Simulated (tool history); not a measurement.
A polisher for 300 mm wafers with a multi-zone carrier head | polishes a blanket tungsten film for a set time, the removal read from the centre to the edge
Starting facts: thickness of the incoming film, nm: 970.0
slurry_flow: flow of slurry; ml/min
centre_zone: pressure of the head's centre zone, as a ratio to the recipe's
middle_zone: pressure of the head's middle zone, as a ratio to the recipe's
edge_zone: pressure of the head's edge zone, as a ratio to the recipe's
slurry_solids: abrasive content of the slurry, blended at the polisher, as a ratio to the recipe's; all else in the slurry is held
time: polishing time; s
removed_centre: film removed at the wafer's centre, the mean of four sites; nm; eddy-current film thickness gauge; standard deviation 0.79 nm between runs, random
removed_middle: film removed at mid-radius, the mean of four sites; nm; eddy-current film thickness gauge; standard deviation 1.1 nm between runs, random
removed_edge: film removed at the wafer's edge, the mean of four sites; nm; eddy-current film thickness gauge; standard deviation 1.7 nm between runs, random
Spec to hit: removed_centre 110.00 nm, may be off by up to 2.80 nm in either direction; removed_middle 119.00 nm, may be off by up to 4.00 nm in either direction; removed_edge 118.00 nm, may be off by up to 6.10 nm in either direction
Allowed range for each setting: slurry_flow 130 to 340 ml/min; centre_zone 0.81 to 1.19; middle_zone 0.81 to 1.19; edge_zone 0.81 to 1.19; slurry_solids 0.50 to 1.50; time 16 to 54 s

run    day  slurry_flow  centre_zone  middle_zone  edge_zone  slurry_solids  time  removed_centre  removed_middle  removed_edge
  1  0.000          220         1.00         1.00       1.00           1.00    35          171.03          164.59        161.17
  2  0.158          220         1.00         1.00       1.00           1.00    40          193.27          189.96        194.57
  3  0.188          215         0.98         0.99       0.99           0.95    39          179.88          180.63        183.96
  4  0.475          215         0.97         0.98       0.98           0.90    38          171.72          168.69        173.61
  5  0.671          180         0.97         0.98       0.98           0.90    38          164.38          166.91        168.92
  6  0.979          175         0.96         0.97       0.96           0.85    37          156.04          154.22        158.33
  7  1.150          175         0.96         0.97       0.96           0.85    37          157.66          154.97        161.96
  8  1.400          175         0.95         0.98       0.95           0.80    36          148.30          151.73        151.27
  9  1.588          175         0.94         0.97       0.94           0.75    36          142.13          145.23        146.74
 10  1.921          180         0.85         0.94       0.84           0.50    34          102.97          114.45        113.10
 11  2.067          185         0.85         0.94       0.84           0.50    34          103.03          114.46        114.43
 12  2.212          190         0.85         0.94       0.84           0.50    34          103.73          114.85        116.59
 13  2.362          195         0.86         0.94       0.84           0.50    34          105.85          116.69        114.22
 14  2.608          215         0.87         0.93       0.89           0.55    34          114.51          122.17        125.68
 15  2.983          210         0.87         0.93       0.88           0.55    34          113.84          122.05        125.50

Which of these 5 next moves meets every target?
  A  3.358          215         0.82         0.98       0.89           0.50    37               ?               ?             ?
  B  3.358          275         0.84         0.89       0.90           0.50    37               ?               ?             ?
  C  3.358          215         0.90         0.99       0.93           0.55    32               ?               ?             ?
  D  3.358          135         1.00         0.99       0.89           0.65    32               ?               ?             ?
  E  3.358          210         0.89         1.09       0.81           0.50    33               ?               ?             ?

move  removed_centre  removed_middle  removed_edge
   A          111.62          130.98        130.05
   B          118.42          124.89        133.92
   C          110.90          119.41        119.54
   D          119.16          116.71        117.97
   E          107.79          127.23        111.70
A: brings the last run's worst result on target, with another outside its allowed miss
B: its largest miss is bigger than the last run's
C: all results in spec
D: its largest miss is bigger than the last run's
E: brings the last run's worst result on target, with another outside its allowed miss
The right move is C.
